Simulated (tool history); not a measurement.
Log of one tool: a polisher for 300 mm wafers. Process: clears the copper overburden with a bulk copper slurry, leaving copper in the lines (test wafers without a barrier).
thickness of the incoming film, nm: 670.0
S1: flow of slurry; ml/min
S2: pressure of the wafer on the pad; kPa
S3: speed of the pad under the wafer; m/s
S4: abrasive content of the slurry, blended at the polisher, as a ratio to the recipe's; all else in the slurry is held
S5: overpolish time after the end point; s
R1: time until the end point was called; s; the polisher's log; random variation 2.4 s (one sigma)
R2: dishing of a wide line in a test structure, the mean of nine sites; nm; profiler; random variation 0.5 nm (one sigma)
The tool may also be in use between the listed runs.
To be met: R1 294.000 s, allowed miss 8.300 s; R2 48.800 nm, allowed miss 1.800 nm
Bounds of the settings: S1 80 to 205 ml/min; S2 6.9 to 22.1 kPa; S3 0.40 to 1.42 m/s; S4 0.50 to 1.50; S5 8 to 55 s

| run | hour | S1 | S2 | S3 | S4 | S5 | R1 | R2 |
|---|---|---|---|---|---|---|---|---|
| 1 | 0.0 | 135 | 14.5 | 0.90 | 1.00 | 28 | 120.690 | 62.713 |
| 2 | 1.4 | 135 | 17.9 | 0.90 | 1.00 | 28 | 100.990 | 70.808 |
| 3 | 4.3 | 135 | 17.9 | 1.10 | 1.00 | 28 | 83.515 | 75.059 |
| 4 | 7.6 | 130 | 15.9 | 0.98 | 1.00 | 30 | 103.160 | 70.951 |
| 5 | 9.3 | 130 | 15.9 | 1.10 | 1.00 | 30 | 92.829 | 72.423 |
| 6 | 18.2 | 130 | 15.9 | 1.10 | 0.85 | 30 | 96.565 | 71.938 |
| 7 | 23.1 | 125 | 13.8 | 0.98 | 0.85 | 32 | 121.130 | 65.831 |
|  | 26.9 | worn pad replaced by a new one |
| 8 | 26.9 | 120 | 12.4 | 0.88 | 0.85 | 34 | 132.810 | 64.349 |
| 9 | 31.1 | 135 | 11.0 | 0.78 | 0.80 | 35 | 161.700 | 57.890 |
| 10 | 32.3 | 145 | 10.3 | 0.70 | 0.75 | 37 | 188.120 | 55.460 |
| 11 | 34.4 | 145 | 9.7 | 0.64 | 0.75 | 38 | 215.170 | 52.011 |
| 12 | 40.9 | 145 | 9.0 | 0.62 | 0.75 | 39 | 234.230 | 49.959 |
| 13 | 45.8 | 110 | 6.9 | 0.60 | 0.75 | 47 | 314.280 | 45.542 |

5 next moves are on the table. One of them brings every result within its allowed miss. Which?
| A | 50.7 | 95 | 8.3 | 0.54 | 0.80 | 51 | ? | ? |
| B | 50.7 | 95 | 6.9 | 0.72 | 0.75 | 48 | ? | ? |
| C | 50.7 | 105 | 9.0 | 0.50 | 0.60 | 52 | ? | ? |
| D | 50.7 | 80 | 7.6 | 0.66 | 0.75 | 40 | ? | ? |
| E | 50.7 | 90 | 6.9 | 0.68 | 0.75 | 50 | ? | ? |

| move | R1 | R2 |
|---|---|---|
| A | 313.540 | 48.328 |
| B | 274.790 | 49.107 |
| C | 320.000 | 48.752 |
| D | 295.760 | 42.953 |
| E | 295.420 | 48.304 |
A: as far off as the last run
B: takes the result that was furthest off past its target
C: further off than the last run
D: brings the result that was furthest off to its target, and leaves another outside
E: meets every target
Answer: E
